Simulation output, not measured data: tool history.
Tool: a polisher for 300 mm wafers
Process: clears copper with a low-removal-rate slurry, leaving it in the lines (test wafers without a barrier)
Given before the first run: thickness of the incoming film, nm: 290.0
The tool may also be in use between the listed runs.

run	hour	flow of slurry (ml/min)	pressure of the wafer on the pad (kPa)	speed of the pad under the wafer (cm/s)	abrasive content of the slurry	overpolish time after the end point (s)	time until the end point was called (s)	dishing of a wide line in a test structure (Å)
1	0	305	14.5	82	1	10	195.72	101.3
2	8.6	305	15.9	82	1	9	173.32	97.698
3	16.5	305	13.1	82	1	9	208.36	84.54
4	24.5	305	14.5	82	1	8	190.13	83.05
5	25.8	305	15.9	82	1	7	169.71	78.875
6	30.7	305	17.2	82	1	7	167.3	85.177
7	34.2	305	17.9	84	1	6	149.25	77.852
8	34.9	305	18.6	86	1	6	138.27	84.442
9	35.9	310	22.1	88	1	4	116.26	69.293
10	39	310	21.4	90	1	4	120.94	65.749
11	47.3	310	21.4	92	1	4	122.44	68.2
12	52.7	310	21.4	94	1	4	117.44	69.64

Forecast run 13:
13	56.6	310	21.4	98	1	4	?	?

time until the end point was called (s): 109.1
dishing of a wide line in a test structure (Å): 70.464
